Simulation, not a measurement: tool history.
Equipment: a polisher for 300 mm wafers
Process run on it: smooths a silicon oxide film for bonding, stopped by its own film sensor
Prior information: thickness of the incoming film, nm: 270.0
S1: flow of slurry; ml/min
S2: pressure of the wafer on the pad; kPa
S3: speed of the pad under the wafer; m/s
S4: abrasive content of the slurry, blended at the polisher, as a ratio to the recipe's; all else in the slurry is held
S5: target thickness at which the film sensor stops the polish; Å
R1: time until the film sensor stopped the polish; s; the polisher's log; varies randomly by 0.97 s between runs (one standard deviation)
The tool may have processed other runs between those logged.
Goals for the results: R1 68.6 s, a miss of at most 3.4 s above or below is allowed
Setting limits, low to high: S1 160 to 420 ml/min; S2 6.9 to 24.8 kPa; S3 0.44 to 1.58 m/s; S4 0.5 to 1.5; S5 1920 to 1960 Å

| run | day | S1 | S2 | S3 | S4 | S5 | R1 |
|---|---|---|---|---|---|---|---|
| 1 | 0 | 270 | 15.9 | 1 | 1 | 1960 | 104.34 |
| 2 | 0.246 | 270 | 16.5 | 1 | 1 | 1960 | 102.69 |
| 3 | 0.425 | 305 | 16.5 | 1 | 1 | 1960 | 98.913 |
| 4 | 0.746 | 305 | 13.8 | 1 | 1 | 1960 | 110.09 |
| 5 | 0.971 | 310 | 14.5 | 1.02 | 1 | 1960 | 103.93 |
| 6 | 1.025 | 315 | 15.2 | 1.02 | 1 | 1960 | 102.01 |
| 7 | 1.225 | 315 | 15.9 | 1.02 | 1 | 1960 | 97.83 |
| 8 | 1.525 | 320 | 16.5 | 1.02 | 1 | 1960 | 96.05 |
| 9 | 1.892 | 320 | 17.2 | 1.02 | 1 | 1960 | 94.718 |
| 10 | 2.1 | 320 | 17.9 | 1.04 | 1 | 1960 | 91.331 |
| 11 | 2.217 | 320 | 17.9 | 1.04 | 1 | 1960 | 92.321 |
| 12 | 2.562 | 320 | 18.6 | 1.06 | 1 | 1960 | 87.677 |
| 13 | 2.788 | 320 | 19.3 | 1.06 | 1 | 1960 | 88.131 |
| 14 | 2.988 | 320 | 20 | 1.08 | 1 | 1960 | 84.796 |
| 15 | 3.142 | 320 | 20.7 | 1.1 | 1 | 1960 | 79.581 |
| 16 | 3.383 | 320 | 22.8 | 1.12 | 1 | 1960 | 74.832 |

Exercise: of the 5 proposed moves below, exactly one satisfies all targets within the stated allowed misses. Which move is it?
| A | 3.625 | 275 | 22.1 | 1.16 | 1.05 | 1920 | ? |
| B | 3.625 | 320 | 24.8 | 1.24 | 1.05 | 1960 | ? |
| C | 3.625 | 295 | 22.8 | 1.04 | 0.95 | 1960 | ? |
| D | 3.625 | 300 | 22.8 | 1.32 | 1.05 | 1920 | ? |
| E | 3.625 | 300 | 22.8 | 1 | 1 | 1950 | ? |

| move | R1 |
|---|---|
| A | 75.114 |
| B | 61.537 |
| C | 78.716 |
| D | 65.86 |
| E | 80.577 |
A: neither nearer nor further off than the last run
B: takes the result that was furthest off past its target
C: lands further from the targets than the last run did
D: in spec on every target
E: lands further from the targets than the last run did
So the answer is move D, the one that meets all the targets.
